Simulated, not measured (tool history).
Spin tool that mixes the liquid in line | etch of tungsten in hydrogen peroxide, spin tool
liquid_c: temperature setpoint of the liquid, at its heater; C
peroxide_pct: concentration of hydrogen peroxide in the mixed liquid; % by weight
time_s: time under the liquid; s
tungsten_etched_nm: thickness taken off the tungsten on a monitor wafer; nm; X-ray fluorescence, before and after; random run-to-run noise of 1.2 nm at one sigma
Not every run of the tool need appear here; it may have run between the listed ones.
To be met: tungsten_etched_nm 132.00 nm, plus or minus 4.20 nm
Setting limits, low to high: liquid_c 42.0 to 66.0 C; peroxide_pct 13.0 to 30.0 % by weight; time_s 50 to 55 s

| run | hour | liquid_c | peroxide_pct | time_s | tungsten_etched_nm |
|---|---|---|---|---|---|
| 1 | 0.0 | 58.0 | 26.0 | 50 | 166.07 |
| 2 | 1.1 | 58.0 | 26.0 | 50 | 164.30 |
| 3 | 8.2 | 57.0 | 26.0 | 50 | 153.64 |
| 4 | 14.9 | 56.5 | 26.0 | 50 | 150.31 |
| 5 | 16.1 | 61.5 | 26.0 | 50 | 196.26 |
| 6 | 19.2 | 59.5 | 26.0 | 50 | 179.04 |
| 7 | 22.6 | 58.0 | 26.0 | 50 | 166.41 |
| 8 | 30.1 | 57.0 | 26.0 | 50 | 154.94 |
| 9 | 35.5 | 56.5 | 26.0 | 50 | 151.72 |
| 10 | 36.7 | 56.0 | 26.0 | 50 | 145.29 |
| 11 | 38.6 | 55.5 | 26.0 | 50 | 142.05 |
| 12 | 46.5 | 55.0 | 26.0 | 50 | 136.39 |

4 candidate next runs follow, results not yet known. Just one meets every target within its allowed miss. Identify it.
| A | 54.4 | 55.5 | 23.0 | 50 | ? |
| B | 54.4 | 54.5 | 26.5 | 55 | ? |
| C | 54.4 | 56.5 | 24.5 | 50 | ? |
| D | 54.4 | 56.0 | 25.0 | 50 | ? |

| move | tungsten_etched_nm |
|---|---|
| A | 132.65 |
| B | 147.62 |
| C | 145.22 |
| D | 142.44 |
A: meets every target
B: misses by more than the last run did
C: misses by more than the last run did
D: misses by more than the last run did
So the answer is move A, the one that meets all the targets.
